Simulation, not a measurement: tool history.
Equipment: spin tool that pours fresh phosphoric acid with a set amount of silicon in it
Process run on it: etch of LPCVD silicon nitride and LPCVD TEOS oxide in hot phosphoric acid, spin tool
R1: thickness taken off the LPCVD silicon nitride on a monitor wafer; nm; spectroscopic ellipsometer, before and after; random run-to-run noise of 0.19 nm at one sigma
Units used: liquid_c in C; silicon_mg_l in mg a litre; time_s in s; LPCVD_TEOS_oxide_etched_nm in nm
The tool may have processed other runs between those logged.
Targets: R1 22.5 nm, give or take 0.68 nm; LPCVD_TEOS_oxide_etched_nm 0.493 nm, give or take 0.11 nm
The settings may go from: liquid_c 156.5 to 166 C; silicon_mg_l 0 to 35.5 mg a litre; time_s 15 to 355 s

run 1 day=0 | liquid_c=161 silicon_mg_l=15.5 time_s=180 | R1=15.595 LPCVD_TEOS_oxide_etched_nm=0.48973
run 2 day=0.279 | liquid_c=161.5 silicon_mg_l=19 time_s=190 | R1=16.757 LPCVD_TEOS_oxide_etched_nm=0.36271
run 3 day=0.562 | liquid_c=161.5 silicon_mg_l=19 time_s=125 | R1=10.955 LPCVD_TEOS_oxide_etched_nm=0.31696
run 4 day=0.921 | liquid_c=161.5 silicon_mg_l=12 time_s=125 | R1=10.931 LPCVD_TEOS_oxide_etched_nm=0.33929
run 5 day=1.083 | liquid_c=159.5 silicon_mg_l=12 time_s=125 | R1=10.322 LPCVD_TEOS_oxide_etched_nm=0.28252
run 6 day=1.267 | liquid_c=160.5 silicon_mg_l=12 time_s=125 | R1=10.486 LPCVD_TEOS_oxide_etched_nm=0.30265
run 7 day=1.458 | liquid_c=161 silicon_mg_l=16 time_s=145 | R1=12.404 LPCVD_TEOS_oxide_etched_nm=0.29942
run 8 day=1.596 | liquid_c=161.5 silicon_mg_l=17.5 time_s=160 | R1=13.868 LPCVD_TEOS_oxide_etched_nm=0.38558
run 9 day=1.708 | liquid_c=159.5 silicon_mg_l=27.5 time_s=250 | R1=20.436 LPCVD_TEOS_oxide_etched_nm=0.37904

Next run, 5 choices. One meets every target within its allowed miss, the rest don't. Which?
run A day=1.821 | liquid_c=157.5 silicon_mg_l=15 time_s=275 | R1=? LPCVD_TEOS_oxide_etched_nm=?
run B day=1.821 | liquid_c=159.5 silicon_mg_l=21.5 time_s=275 | R1=? LPCVD_TEOS_oxide_etched_nm=?
run C day=1.821 | liquid_c=159 silicon_mg_l=35.5 time_s=275 | R1=? LPCVD_TEOS_oxide_etched_nm=?
run D day=1.821 | liquid_c=158.5 silicon_mg_l=35.5 time_s=270 | R1=? LPCVD_TEOS_oxide_etched_nm=?
run E day=1.821 | liquid_c=157.5 silicon_mg_l=33.5 time_s=250 | R1=? LPCVD_TEOS_oxide_etched_nm=?

move=A R1=20.893 LPCVD_TEOS_oxide_etched_nm=0.45188
move=B R1=22.355 LPCVD_TEOS_oxide_etched_nm=0.43936
move=C R1=21.981 LPCVD_TEOS_oxide_etched_nm=0.24641
move=D R1=21.22 LPCVD_TEOS_oxide_etched_nm=0.23308
move=E R1=18.993 LPCVD_TEOS_oxide_etched_nm=0.2208
A: better than the last run, though not everything is in spec
B: each result inside its tolerance
C: the furthest-off result lands on target, but another misses its tolerance
D: better than the last run, though not everything is in spec
E: the biggest miss grows against the last run
Move B is the one to make.

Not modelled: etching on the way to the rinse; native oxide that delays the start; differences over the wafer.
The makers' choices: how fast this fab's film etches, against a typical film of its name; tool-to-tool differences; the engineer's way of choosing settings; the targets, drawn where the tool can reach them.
